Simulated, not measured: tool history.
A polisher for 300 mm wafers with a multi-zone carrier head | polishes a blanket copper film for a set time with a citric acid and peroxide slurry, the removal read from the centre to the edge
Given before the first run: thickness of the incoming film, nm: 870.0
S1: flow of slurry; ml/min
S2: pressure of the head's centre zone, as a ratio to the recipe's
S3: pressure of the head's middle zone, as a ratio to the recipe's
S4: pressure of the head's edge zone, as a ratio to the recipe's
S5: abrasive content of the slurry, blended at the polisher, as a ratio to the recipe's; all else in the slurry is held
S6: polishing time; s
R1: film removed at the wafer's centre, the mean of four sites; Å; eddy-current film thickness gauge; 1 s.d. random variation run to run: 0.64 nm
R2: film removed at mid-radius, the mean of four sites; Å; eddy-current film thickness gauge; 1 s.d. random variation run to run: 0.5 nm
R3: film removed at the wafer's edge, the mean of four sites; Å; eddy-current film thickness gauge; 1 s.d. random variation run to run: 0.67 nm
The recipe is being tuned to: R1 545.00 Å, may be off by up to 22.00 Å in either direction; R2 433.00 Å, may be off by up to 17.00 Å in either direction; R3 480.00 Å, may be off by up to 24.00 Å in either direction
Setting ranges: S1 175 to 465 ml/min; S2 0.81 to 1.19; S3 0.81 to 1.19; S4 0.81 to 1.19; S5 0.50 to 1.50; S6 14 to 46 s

run    day   S1    S2    S3    S4    S5  S6      R1      R2      R3
  1  0.000  295  1.00  1.00  1.00  1.00  30  585.06  580.65  568.57
  2  0.212  295  1.00  1.00  1.00  1.10  30  608.10  593.00  605.65
  3  0.396  250  1.00  1.00  1.00  1.10  30  586.45  581.86  591.18
  4  0.738  250  1.00  1.00  1.00  1.00  30  577.03  569.71  569.93
  5  0.767  250  1.01  0.96  1.00  0.95  30  573.49  548.88  570.62
  6  0.883  250  1.10  0.96  1.00  0.95  30  613.06  553.39  562.01
  7  1.138  250  1.11  0.93  1.00  0.90  30  628.71  531.69  557.57
  8  1.225  250  1.10  0.91  1.00  0.80  30  607.81  496.99  546.55
  9  1.254  250  1.09  0.91  0.98  0.75  30  586.40  495.07  533.18
 10  1.350  250  1.09  0.90  0.97  0.70  30  593.80  490.16  537.00
 11  1.579  250  1.09  0.90  0.97  0.70  30  593.18  488.09  521.43
 12  1.654  245  1.06  0.82  0.92  0.50  29  502.59  403.67  456.87
 13  1.975  250  1.07  0.83  0.93  0.50  29  508.71  410.60  466.30
 14  2.158  255  1.08  0.84  0.93  0.50  29  520.10  408.18  472.92

4 next moves are on the table. One of them brings every result within its allowed miss. Which?
  A  2.342  195  1.13  0.91  0.81  0.70  31   ?   ?   ?
  B  2.342  240  1.05  0.87  0.98  0.75  27   ?   ?   ?
  C  2.342  380  1.14  0.90  1.01  0.50  28   ?   ?   ?
  D  2.342  355  1.13  0.81  1.00  0.50  28   ?   ?   ?

move      R1      R2      R3
   A  594.68  490.00  498.17
   B  505.40  430.70  491.98
   C  551.97  442.82  493.40
   D  543.36  403.80  489.47
A: pushes the last run's worst result past its target
B: brings the last run's worst result on target, with another outside its allowed miss
C: all results land within tolerance of their targets
D: the biggest miss grows against the last run
Move C is the one to make.
